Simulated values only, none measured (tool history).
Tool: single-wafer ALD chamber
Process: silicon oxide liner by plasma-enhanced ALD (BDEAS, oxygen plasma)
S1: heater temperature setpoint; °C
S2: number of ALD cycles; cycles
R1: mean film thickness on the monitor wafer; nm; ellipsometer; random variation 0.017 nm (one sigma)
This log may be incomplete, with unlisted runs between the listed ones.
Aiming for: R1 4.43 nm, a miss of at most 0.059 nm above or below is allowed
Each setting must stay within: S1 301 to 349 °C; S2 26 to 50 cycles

{"run": 1, "hour": 0.0, "S1": 325, "S2": 38, "R1": 3.6307}
{"run": 2, "hour": 6.6, "S1": 331, "S2": 38, "R1": 3.5856}
{"run": 3, "hour": 14.7, "S1": 340, "S2": 38, "R1": 3.5578}
{"run": 4, "hour": 23.2, "S1": 339, "S2": 41, "R1": 3.8659}
{"run": 5, "hour": 25.9, "S1": 330, "S2": 41, "R1": 3.9093}
{"run": 6, "hour": 28.0, "S1": 329, "S2": 42, "R1": 3.9948}
{"hour": 34.4, "done": "thermocouple changed; heater temperature recalibrated"}
{"run": 7, "hour": 34.4, "S1": 328, "S2": 43, "R1": 4.0578}
{"run": 8, "hour": 39.6, "S1": 328, "S2": 44, "R1": 4.1278}

Exercise: of the 4 proposed moves below, exactly one satisfies all targets within the stated allowed misses. Which move is it?
{"run": "A", "hour": 44.8, "S1": 323, "S2": 49, "R1": "?"}
{"run": "B", "hour": 44.8, "S1": 330, "S2": 46, "R1": "?"}
{"run": "C", "hour": 44.8, "S1": 321, "S2": 41, "R1": "?"}
{"run": "D", "hour": 44.8, "S1": 325, "S2": 47, "R1": "?"}

move=A R1=4.6358
move=B R1=4.3133
move=C R1=3.8888
move=D R1=4.4353
A: the result that was furthest off in the last run now lies on the other side of its target
B: nearer than the last run, and not there yet
C: misses by more than the last run did
D: in spec on every target
Go with D: it meets all targets.

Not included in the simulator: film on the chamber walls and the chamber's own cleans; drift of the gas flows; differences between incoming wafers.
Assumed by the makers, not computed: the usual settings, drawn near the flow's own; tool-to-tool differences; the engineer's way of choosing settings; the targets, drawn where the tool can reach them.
